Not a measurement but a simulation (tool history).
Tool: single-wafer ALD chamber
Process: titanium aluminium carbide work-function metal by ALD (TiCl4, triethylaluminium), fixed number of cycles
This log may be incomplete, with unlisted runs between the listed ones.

run	hour	heater temperature setpoint (K)	triethylaluminium pulse time (s)	mean film thickness on the monitor wafer (nm)
1	0.0	593.15	14.56	2.2646
2	1.1	587.15	12.31	2.1742
3	8.5	583.15	10.60	2.0822
4	17.3	580.15	9.30	1.9977
5	22.1	577.15	8.52	1.8909
6	28.0	576.15	8.40	1.8695
7	29.7	569.15	6.67	1.5693
8	34.4	571.15	6.77	1.5890
9	38.8	571.15	6.77	1.5997
10	40.0	571.15	6.77	1.5893
11	42.8	573.15	6.85	1.6342
12	51.6	575.15	6.93	1.6652

The next listed run, before its measurement:
13	57.2	577.15	7.03	?

{"run 13": {"mean film thickness on the monitor wafer (nm)": 1.6925}}

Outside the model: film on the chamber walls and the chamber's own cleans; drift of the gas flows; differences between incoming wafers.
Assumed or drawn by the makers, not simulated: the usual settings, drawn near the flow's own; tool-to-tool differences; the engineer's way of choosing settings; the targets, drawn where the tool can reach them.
